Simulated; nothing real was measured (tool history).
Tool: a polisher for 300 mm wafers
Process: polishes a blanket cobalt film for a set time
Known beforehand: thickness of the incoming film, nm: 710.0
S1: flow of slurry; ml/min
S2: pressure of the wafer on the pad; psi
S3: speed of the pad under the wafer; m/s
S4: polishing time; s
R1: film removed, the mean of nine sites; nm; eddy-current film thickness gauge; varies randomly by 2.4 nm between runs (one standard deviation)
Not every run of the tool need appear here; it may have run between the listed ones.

Run 1, hour 0.0: S1 140 ml/min, S2 2.2 psi, S3 1.20 m/s, S4 22 s. Result: R1 157.88 nm.
Run 2, hour 6.1: S1 140 ml/min, S2 2.2 psi, S3 1.20 m/s, S4 19 s. Result: R1 138.18 nm.
Run 3, hour 13.6: S1 105 ml/min, S2 2.2 psi, S3 1.20 m/s, S4 19 s. Result: R1 128.30 nm.
Run 4, hour 20.4: S1 130 ml/min, S2 2.5 psi, S3 1.20 m/s, S4 19 s. Result: R1 147.93 nm.
Run 5, hour 27.1: S1 150 ml/min, S2 2.8 psi, S3 1.26 m/s, S4 19 s. Result: R1 170.69 nm.
Run 6, hour 34.7: S1 160 ml/min, S2 3.0 psi, S3 1.36 m/s, S4 19 s. Result: R1 197.74 nm.
Run 7, hour 38.3: S1 170 ml/min, S2 3.1 psi, S3 1.42 m/s, S4 19 s. Result: R1 211.70 nm.
Run 8, hour 42.8: S1 170 ml/min, S2 3.2 psi, S3 1.48 m/s, S4 19 s. Result: R1 225.29 nm.

Estimate the outcome of run 9 from the log above:
Run 9, hour 45.1: S1 170 ml/min, S2 3.2 psi, S3 1.48 m/s, S4 19 s. Result: R1 ?.

R1: 223.88 nm
